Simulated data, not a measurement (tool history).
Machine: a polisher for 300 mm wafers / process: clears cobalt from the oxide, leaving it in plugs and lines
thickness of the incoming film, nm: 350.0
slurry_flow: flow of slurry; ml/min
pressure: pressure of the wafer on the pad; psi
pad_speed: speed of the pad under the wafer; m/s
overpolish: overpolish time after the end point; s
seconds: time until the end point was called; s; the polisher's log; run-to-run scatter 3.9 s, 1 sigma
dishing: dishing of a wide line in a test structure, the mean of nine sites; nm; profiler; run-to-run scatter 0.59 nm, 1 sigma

run,day,slurry_flow,pressure,pad_speed,overpolish,seconds,dishing
1,0,235,1.3,0.98,27,108.86,57.887
2,0.171,235,1.3,0.98,22,110.02,51.247
3,0.354,210,1.3,0.98,22,112.16,50.074
4,0.683,210,1.5,0.98,22,97.473,54.106
5,0.929,205,1.3,0.96,24,111.43,52.003
6,1.221,170,1.3,0.96,24,116.84,51.612
7,1.479,170,1.1,0.94,25,137.27,45.206

Expected results for the next run?
8,1.812,170,1,0.92,28,?,?

seconds: 148.49 s
dishing: 46.715 nm
